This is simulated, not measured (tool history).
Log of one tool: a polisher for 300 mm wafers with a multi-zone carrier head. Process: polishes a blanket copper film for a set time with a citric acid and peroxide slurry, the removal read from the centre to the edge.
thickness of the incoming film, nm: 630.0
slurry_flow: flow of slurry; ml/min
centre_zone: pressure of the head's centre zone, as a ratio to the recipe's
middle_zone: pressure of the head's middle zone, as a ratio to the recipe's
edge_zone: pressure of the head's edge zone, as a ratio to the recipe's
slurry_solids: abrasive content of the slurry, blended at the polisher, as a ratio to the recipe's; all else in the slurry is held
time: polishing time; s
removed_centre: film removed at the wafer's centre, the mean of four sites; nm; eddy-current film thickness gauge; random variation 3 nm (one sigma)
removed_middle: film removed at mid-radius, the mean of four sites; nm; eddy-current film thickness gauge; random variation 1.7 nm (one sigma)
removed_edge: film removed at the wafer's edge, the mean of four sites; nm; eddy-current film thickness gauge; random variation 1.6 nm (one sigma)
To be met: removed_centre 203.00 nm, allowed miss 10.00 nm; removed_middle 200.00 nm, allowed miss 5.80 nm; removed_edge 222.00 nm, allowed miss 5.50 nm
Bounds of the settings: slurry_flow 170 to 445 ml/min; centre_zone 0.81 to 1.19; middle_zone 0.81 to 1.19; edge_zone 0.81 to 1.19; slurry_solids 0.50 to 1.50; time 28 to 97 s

Run 1, hour 0.0: slurry_flow 285 ml/min, centre_zone 1.00, middle_zone 1.00, edge_zone 1.00, slurry_solids 1.00, time 62 s. Result: removed_centre 238.62 nm, removed_middle 231.45 nm, removed_edge 234.34 nm.
Run 2, hour 1.1: slurry_flow 285 ml/min, centre_zone 1.00, middle_zone 1.00, edge_zone 1.00, slurry_solids 1.00, time 51 s. Result: removed_centre 194.85 nm, removed_middle 189.98 nm, removed_edge 193.25 nm.
Run 3, hour 4.3: slurry_flow 285 ml/min, centre_zone 1.00, middle_zone 1.00, edge_zone 1.00, slurry_solids 1.00, time 63 s. Result: removed_centre 241.91 nm, removed_middle 233.73 nm, removed_edge 239.46 nm.
Run 4, hour 10.9: slurry_flow 285 ml/min, centre_zone 1.00, middle_zone 1.00, edge_zone 1.08, slurry_solids 1.00, time 63 s. Result: removed_centre 238.02 nm, removed_middle 233.98 nm, removed_edge 251.25 nm.
Run 5, hour 12.2: slurry_flow 275 ml/min, centre_zone 0.97, middle_zone 0.97, edge_zone 1.05, slurry_solids 0.95, time 63 s. Result: removed_centre 233.97 nm, removed_middle 223.97 nm, removed_edge 242.40 nm.
Run 6, hour 16.4: slurry_flow 265 ml/min, centre_zone 0.93, middle_zone 0.95, edge_zone 1.04, slurry_solids 0.90, time 63 s. Result: removed_centre 219.71 nm, removed_middle 215.27 nm, removed_edge 237.61 nm.
Run 7, hour 23.3: slurry_flow 255 ml/min, centre_zone 0.91, middle_zone 0.94, edge_zone 1.02, slurry_solids 0.85, time 63 s. Result: removed_centre 207.58 nm, removed_middle 211.50 nm, removed_edge 228.29 nm.
Run 8, hour 30.8: slurry_flow 245 ml/min, centre_zone 0.91, middle_zone 0.93, edge_zone 1.02, slurry_solids 0.85, time 63 s. Result: removed_centre 209.65 nm, removed_middle 208.33 nm, removed_edge 228.89 nm.
Run 9, hour 36.0: slurry_flow 240 ml/min, centre_zone 0.90, middle_zone 0.92, edge_zone 1.01, slurry_solids 0.85, time 63 s. Result: removed_centre 202.34 nm, removed_middle 206.41 nm, removed_edge 228.76 nm.
Run 10, hour 41.2: slurry_flow 240 ml/min, centre_zone 0.91, middle_zone 0.91, edge_zone 1.00, slurry_solids 0.85, time 63 s. Result: removed_centre 207.29 nm, removed_middle 205.71 nm, removed_edge 228.61 nm.

Which of these 5 next moves meets every target?
Run A, hour 46.4: slurry_flow 315 ml/min, centre_zone 0.90, middle_zone 0.82, edge_zone 1.01, slurry_solids 0.80, time 66 s. Result: removed_centre ?, removed_middle ?, removed_edge ?.
Run B, hour 46.4: slurry_flow 270 ml/min, centre_zone 0.92, middle_zone 0.92, edge_zone 1.02, slurry_solids 0.65, time 65 s. Result: removed_centre ?, removed_middle ?, removed_edge ?.
Run C, hour 46.4: slurry_flow 325 ml/min, centre_zone 0.99, middle_zone 0.85, edge_zone 1.00, slurry_solids 0.75, time 66 s. Result: removed_centre ?, removed_middle ?, removed_edge ?.
Run D, hour 46.4: slurry_flow 270 ml/min, centre_zone 0.84, middle_zone 0.85, edge_zone 0.96, slurry_solids 0.80, time 68 s. Result: removed_centre ?, removed_middle ?, removed_edge ?.
Run E, hour 46.4: slurry_flow 240 ml/min, centre_zone 0.90, middle_zone 0.93, edge_zone 0.96, slurry_solids 0.90, time 66 s. Result: removed_centre ?, removed_middle ?, removed_edge ?.

move  removed_centre  removed_middle  removed_edge
   A          215.20          198.90        241.68
   B          202.34          201.20        223.75
   C          233.47          201.69        236.71
   D          204.20          208.67        240.75
   E          217.05          222.91        239.09
A: further off than the last run
B: meets every target
C: further off than the last run
D: further off than the last run
E: further off than the last run
The right move is B.
